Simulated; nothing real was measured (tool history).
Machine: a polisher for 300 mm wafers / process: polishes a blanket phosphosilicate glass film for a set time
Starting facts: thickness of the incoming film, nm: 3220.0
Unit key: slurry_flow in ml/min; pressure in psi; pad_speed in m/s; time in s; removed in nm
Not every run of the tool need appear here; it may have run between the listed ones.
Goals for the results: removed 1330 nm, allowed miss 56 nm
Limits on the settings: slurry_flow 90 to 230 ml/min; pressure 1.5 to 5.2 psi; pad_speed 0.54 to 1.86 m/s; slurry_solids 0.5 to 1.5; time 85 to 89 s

{"run": 1, "hour": 0.0, "slurry_flow": 150, "pressure": 3.3, "pad_speed": 1.18, "slurry_solids": 1, "time": 85, "removed": 905.29}
{"run": 2, "hour": 1.6, "slurry_flow": 150, "pressure": 3.3, "pad_speed": 1.18, "slurry_solids": 1, "time": 89, "removed": 933.87}
{"run": 3, "hour": 4.3, "slurry_flow": 150, "pressure": 3.5, "pad_speed": 1.18, "slurry_solids": 1, "time": 89, "removed": 992.61}
{"run": 4, "hour": 12.1, "slurry_flow": 150, "pressure": 3.7, "pad_speed": 1.18, "slurry_solids": 1, "time": 89, "removed": 1028.2}
{"run": 5, "hour": 20.8, "slurry_flow": 150, "pressure": 3.9, "pad_speed": 1.18, "slurry_solids": 1, "time": 89, "removed": 1101.8}
{"run": 6, "hour": 26.8, "slurry_flow": 150, "pressure": 4, "pad_speed": 1.18, "slurry_solids": 1, "time": 89, "removed": 1117.6}
{"run": 7, "hour": 29.6, "slurry_flow": 150, "pressure": 4.1, "pad_speed": 1.18, "slurry_solids": 1, "time": 89, "removed": 1132.8}
{"run": 8, "hour": 36.7, "slurry_flow": 150, "pressure": 4.2, "pad_speed": 1.18, "slurry_solids": 1, "time": 89, "removed": 1159.3}
{"run": 9, "hour": 39.5, "slurry_flow": 150, "pressure": 4.3, "pad_speed": 1.18, "slurry_solids": 1, "time": 89, "removed": 1226.5}

Which of these 4 next moves meets every target?
{"run": "A", "hour": 42.3, "slurry_flow": 155, "pressure": 5.2, "pad_speed": 0.8, "slurry_solids": 1.2, "time": 89, "removed": "?"}
{"run": "B", "hour": 42.3, "slurry_flow": 170, "pressure": 4.5, "pad_speed": 1.42, "slurry_solids": 1.05, "time": 89, "removed": "?"}
{"run": "C", "hour": 42.3, "slurry_flow": 170, "pressure": 4.1, "pad_speed": 1.76, "slurry_solids": 0.95, "time": 89, "removed": "?"}
{"run": "D", "hour": 42.3, "slurry_flow": 150, "pressure": 5.2, "pad_speed": 1.16, "slurry_solids": 1, "time": 89, "removed": "?"}

move=A removed=1296.6
move=B removed=1458.6
move=C removed=1424.1
move=D removed=1407.5
A: meets every target
B: pushes the last run's worst result past its target
C: pushes the last run's worst result past its target
D: pushes the last run's worst result past its target
A meets every target.
